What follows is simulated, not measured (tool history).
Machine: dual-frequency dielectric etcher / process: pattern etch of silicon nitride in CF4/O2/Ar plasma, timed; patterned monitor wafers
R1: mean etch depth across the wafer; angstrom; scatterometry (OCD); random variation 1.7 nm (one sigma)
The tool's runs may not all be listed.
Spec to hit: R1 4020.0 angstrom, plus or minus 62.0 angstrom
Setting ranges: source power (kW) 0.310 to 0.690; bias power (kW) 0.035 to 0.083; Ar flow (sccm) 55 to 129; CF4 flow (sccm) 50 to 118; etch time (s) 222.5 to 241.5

run 1 hour=0.0 | source_power_(kW)=0.500 bias_power_(kW)=0.059 Ar_flow_(sccm)=92 CF4_flow_(sccm)=84 etch_time_(s)=241.5 | R1=4508.2
run 2 hour=7.7 | source_power_(kW)=0.500 bias_power_(kW)=0.059 Ar_flow_(sccm)=92 CF4_flow_(sccm)=98 etch_time_(s)=241.5 | R1=4584.7
run 3 hour=11.2 | source_power_(kW)=0.500 bias_power_(kW)=0.052 Ar_flow_(sccm)=92 CF4_flow_(sccm)=98 etch_time_(s)=241.5 | R1=4432.5
run 4 hour=13.1 | source_power_(kW)=0.500 bias_power_(kW)=0.047 Ar_flow_(sccm)=92 CF4_flow_(sccm)=98 etch_time_(s)=241.5 | R1=4327.2
run 5 hour=14.4 | source_power_(kW)=0.500 bias_power_(kW)=0.043 Ar_flow_(sccm)=92 CF4_flow_(sccm)=98 etch_time_(s)=241.5 | R1=4210.1
run 6 hour=23.1 | source_power_(kW)=0.500 bias_power_(kW)=0.051 Ar_flow_(sccm)=92 CF4_flow_(sccm)=98 etch_time_(s)=241.5 | R1=4423.8
run 7 hour=26.9 | source_power_(kW)=0.480 bias_power_(kW)=0.051 Ar_flow_(sccm)=92 CF4_flow_(sccm)=98 etch_time_(s)=241.5 | R1=4308.1
run 8 hour=35.9 | source_power_(kW)=0.460 bias_power_(kW)=0.051 Ar_flow_(sccm)=92 CF4_flow_(sccm)=98 etch_time_(s)=241.5 | R1=4209.4
run 9 hour=43.8 | source_power_(kW)=0.450 bias_power_(kW)=0.051 Ar_flow_(sccm)=92 CF4_flow_(sccm)=98 etch_time_(s)=241.5 | R1=4095.0

Below are 4 possible settings for the next run. Only one of them brings all results inside the allowed miss of their targets. Which is it?
run A hour=51.7 | source_power_(kW)=0.440 bias_power_(kW)=0.061 Ar_flow_(sccm)=94 CF4_flow_(sccm)=109 etch_time_(s)=241.5 | R1=?
run B hour=51.7 | source_power_(kW)=0.440 bias_power_(kW)=0.047 Ar_flow_(sccm)=95 CF4_flow_(sccm)=96 etch_time_(s)=237.5 | R1=?
run C hour=51.7 | source_power_(kW)=0.470 bias_power_(kW)=0.050 Ar_flow_(sccm)=90 CF4_flow_(sccm)=90 etch_time_(s)=232.5 | R1=?
run D hour=51.7 | source_power_(kW)=0.450 bias_power_(kW)=0.050 Ar_flow_(sccm)=99 CF4_flow_(sccm)=101 etch_time_(s)=232.5 | R1=?

move=A R1=4296.3
move=B R1=3862.6
move=C R1=4017.2
move=D R1=3903.7
A: misses by more than the last run did
B: moves the result that the last run missed by most past its target, out the other side
C: each result inside its tolerance
D: moves the result that the last run missed by most past its target, out the other side
Move C is the one to make.

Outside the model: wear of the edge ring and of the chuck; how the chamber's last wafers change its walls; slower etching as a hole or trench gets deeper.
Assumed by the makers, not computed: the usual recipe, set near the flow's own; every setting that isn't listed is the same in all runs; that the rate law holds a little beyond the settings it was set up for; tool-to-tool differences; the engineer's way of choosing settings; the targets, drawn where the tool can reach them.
